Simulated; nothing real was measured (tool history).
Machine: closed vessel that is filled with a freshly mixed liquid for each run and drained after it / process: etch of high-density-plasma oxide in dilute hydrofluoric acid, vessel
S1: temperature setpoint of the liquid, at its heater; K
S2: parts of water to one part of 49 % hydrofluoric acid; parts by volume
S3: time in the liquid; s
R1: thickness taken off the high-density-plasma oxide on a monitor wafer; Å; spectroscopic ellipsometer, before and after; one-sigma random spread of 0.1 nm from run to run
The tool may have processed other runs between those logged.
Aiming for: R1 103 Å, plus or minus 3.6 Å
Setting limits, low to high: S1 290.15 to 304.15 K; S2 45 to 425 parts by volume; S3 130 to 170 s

run 1 hour=0 | S1=296.15 S2=235 S3=170 | R1=32.173
run 2 hour=0.7 | S1=298.65 S2=175 S3=170 | R1=49.531
run 3 hour=1.3 | S1=298.65 S2=215 S3=170 | R1=39.318
run 4 hour=8.6 | S1=298.65 S2=215 S3=130 | R1=30.002
run 5 hour=16.5 | S1=298.65 S2=155 S3=135 | R1=46.551
run 6 hour=20.4 | S1=300.15 S2=155 S3=135 | R1=48.316
run 7 hour=26.5 | S1=300.15 S2=155 S3=135 | R1=48.76
run 8 hour=32.5 | S1=301.15 S2=115 S3=135 | R1=70.69
run 9 hour=35.8 | S1=304.15 S2=80 S3=135 | R1=120.2
run 10 hour=39.2 | S1=303.65 S2=80 S3=135 | R1=119.37
run 11 hour=46.1 | S1=303.15 S2=80 S3=135 | R1=116.52
run 12 hour=54.6 | S1=302.65 S2=80 S3=135 | R1=115.17
run 13 hour=57.6 | S1=302.15 S2=80 S3=135 | R1=114.73
run 14 hour=61.9 | S1=301.15 S2=80 S3=135 | R1=106.64

Which one of the following 4 next-run settings gets every result inside its allowed miss? There is exactly one.
run A hour=66.2 | S1=300.15 S2=100 S3=170 | R1=?
run B hour=66.2 | S1=303.15 S2=95 S3=135 | R1=?
run C hour=66.2 | S1=300.65 S2=95 S3=170 | R1=?
run D hour=66.2 | S1=303.15 S2=100 S3=165 | R1=?

move=A R1=100.98
move=B R1=95.279
move=C R1=109.08
move=D R1=109.85
A: all results in spec
B: takes the result that was furthest off past its target
C: its largest miss is bigger than the last run's
D: its largest miss is bigger than the last run's
Answer: A
